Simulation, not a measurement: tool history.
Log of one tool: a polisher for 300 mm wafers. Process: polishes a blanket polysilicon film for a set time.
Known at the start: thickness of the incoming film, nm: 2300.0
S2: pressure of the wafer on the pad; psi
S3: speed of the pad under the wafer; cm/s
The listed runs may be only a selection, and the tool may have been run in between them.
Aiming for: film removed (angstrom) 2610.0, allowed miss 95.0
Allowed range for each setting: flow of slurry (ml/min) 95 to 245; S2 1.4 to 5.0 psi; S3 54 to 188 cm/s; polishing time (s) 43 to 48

run 1 hour=0.0 | flow_of_slurry_(ml/min)=155 S2=3.2 S3=120 polishing_time_(s)=48 | film_removed_(angstrom)=5407.5
run 2 hour=5.2 | flow_of_slurry_(ml/min)=155 S2=3.2 S3=120 polishing_time_(s)=48 | film_removed_(angstrom)=5339.6
run 3 hour=11.3 | flow_of_slurry_(ml/min)=155 S2=3.8 S3=120 polishing_time_(s)=48 | film_removed_(angstrom)=6406.0
run 4 hour=14.8 | flow_of_slurry_(ml/min)=155 S2=4.2 S3=120 polishing_time_(s)=48 | film_removed_(angstrom)=6985.3
run 5 hour=22.7 | flow_of_slurry_(ml/min)=150 S2=3.5 S3=112 polishing_time_(s)=48 | film_removed_(angstrom)=5413.2
run 6 hour=25.2 | flow_of_slurry_(ml/min)=145 S2=3.0 S3=108 polishing_time_(s)=48 | film_removed_(angstrom)=4580.3
run 7 hour=29.3 | flow_of_slurry_(ml/min)=145 S2=2.6 S3=104 polishing_time_(s)=48 | film_removed_(angstrom)=3789.7
run 8 hour=32.5 | flow_of_slurry_(ml/min)=145 S2=2.3 S3=104 polishing_time_(s)=48 | film_removed_(angstrom)=3406.7
run 9 hour=37.8 | flow_of_slurry_(ml/min)=145 S2=2.1 S3=104 polishing_time_(s)=48 | film_removed_(angstrom)=3176.7
run 10 hour=46.3 | flow_of_slurry_(ml/min)=145 S2=2.0 S3=104 polishing_time_(s)=48 | film_removed_(angstrom)=2991.1
run 11 hour=51.7 | flow_of_slurry_(ml/min)=145 S2=1.9 S3=104 polishing_time_(s)=48 | film_removed_(angstrom)=2848.0

Which of these 5 next moves meets every target?
run A hour=57.1 | flow_of_slurry_(ml/min)=120 S2=1.7 S3=120 polishing_time_(s)=48 | film_removed_(angstrom)=?
run B hour=57.1 | flow_of_slurry_(ml/min)=105 S2=2.4 S3=110 polishing_time_(s)=44 | film_removed_(angstrom)=?
run C hour=57.1 | flow_of_slurry_(ml/min)=155 S2=1.9 S3=94 polishing_time_(s)=43 | film_removed_(angstrom)=?
run D hour=57.1 | flow_of_slurry_(ml/min)=140 S2=1.9 S3=124 polishing_time_(s)=47 | film_removed_(angstrom)=?
run E hour=57.1 | flow_of_slurry_(ml/min)=140 S2=1.7 S3=110 polishing_time_(s)=47 | film_removed_(angstrom)=?

move=A film_removed_(angstrom)=2854.0
move=B film_removed_(angstrom)=3314.9
move=C film_removed_(angstrom)=2393.7
move=D film_removed_(angstrom)=3258.6
move=E film_removed_(angstrom)=2648.9
A: no better and no worse than the last run
B: moves away from the targets compared with the last run
C: pushes the last run's worst result past its target
D: moves away from the targets compared with the last run
E: in spec on every target
The right move is E.
